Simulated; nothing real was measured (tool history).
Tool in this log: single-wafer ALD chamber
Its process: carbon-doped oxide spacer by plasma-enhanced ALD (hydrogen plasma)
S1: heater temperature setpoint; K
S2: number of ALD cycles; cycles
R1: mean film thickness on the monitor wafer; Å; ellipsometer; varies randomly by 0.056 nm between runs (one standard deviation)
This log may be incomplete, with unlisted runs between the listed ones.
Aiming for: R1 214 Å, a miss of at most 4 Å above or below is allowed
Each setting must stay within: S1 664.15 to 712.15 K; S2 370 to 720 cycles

run	hour	S1	S2	R1
1	0	688.15	545	237.99
2	9.9	692.15	545	234.98
3	16.9	683.15	545	242.3
4	19.4	692.15	545	235.61
5	27.6	688.15	545	238.02
6	29.2	691.15	537	231.79
7	38.9	691.15	537	234.01
8	41.4	693.15	528	226.61
9	44.8	695.15	525	224.24
10	54.2	697.15	522	221.97
11	59.3	698.15	520	219.94
12	63.1	699.15	518	218.8

Exercise: of the 5 proposed moves below, exactly one satisfies all targets within the stated allowed misses. Which move is it?
A	66.9	695.15	482	?
B	66.9	699.15	508	?
C	66.9	705.15	487	?
D	66.9	697.15	487	?
E	66.9	701.15	490	?

move	R1
A	206.54
B	214.7
C	201.53
D	207.25
E	205.65
A: the result that was furthest off in the last run now lies on the other side of its target
B: each result inside its tolerance
C: the result that was furthest off in the last run now lies on the other side of its target
D: the result that was furthest off in the last run now lies on the other side of its target
E: the result that was furthest off in the last run now lies on the other side of its target
Go with B: it meets all targets.
